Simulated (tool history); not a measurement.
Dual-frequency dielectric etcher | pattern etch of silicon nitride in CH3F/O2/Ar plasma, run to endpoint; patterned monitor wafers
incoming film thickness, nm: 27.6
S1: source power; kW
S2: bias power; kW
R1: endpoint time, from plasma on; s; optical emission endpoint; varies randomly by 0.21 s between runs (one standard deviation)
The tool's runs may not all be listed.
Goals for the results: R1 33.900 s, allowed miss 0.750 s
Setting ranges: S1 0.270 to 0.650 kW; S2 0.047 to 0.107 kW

run,hour,S1,S2,R1
1,0.0,0.460,0.077,41.040
2,5.4,0.500,0.080,39.076
3,10.4,0.530,0.081,38.209
4,18.2,0.550,0.083,37.252
5,18.9,0.550,0.095,36.356
6,25.6,0.550,0.082,37.559
7,29.8,0.570,0.084,36.743
8,35.9,0.590,0.085,36.240

Which single option among these 5 for the next run brings every result within its allowed miss of target? Just one does.
A,42.0,0.570,0.091,?
B,42.0,0.650,0.095,?
C,42.0,0.500,0.074,?
D,42.0,0.520,0.082,?
E,42.0,0.440,0.089,?

move,R1
A,36.482
B,34.482
C,40.232
D,38.680
E,40.004
A: moves away from the targets compared with the last run
B: every result lands within tolerance
C: moves away from the targets compared with the last run
D: moves away from the targets compared with the last run
E: moves away from the targets compared with the last run
So the answer is move B, the one that meets all the targets.

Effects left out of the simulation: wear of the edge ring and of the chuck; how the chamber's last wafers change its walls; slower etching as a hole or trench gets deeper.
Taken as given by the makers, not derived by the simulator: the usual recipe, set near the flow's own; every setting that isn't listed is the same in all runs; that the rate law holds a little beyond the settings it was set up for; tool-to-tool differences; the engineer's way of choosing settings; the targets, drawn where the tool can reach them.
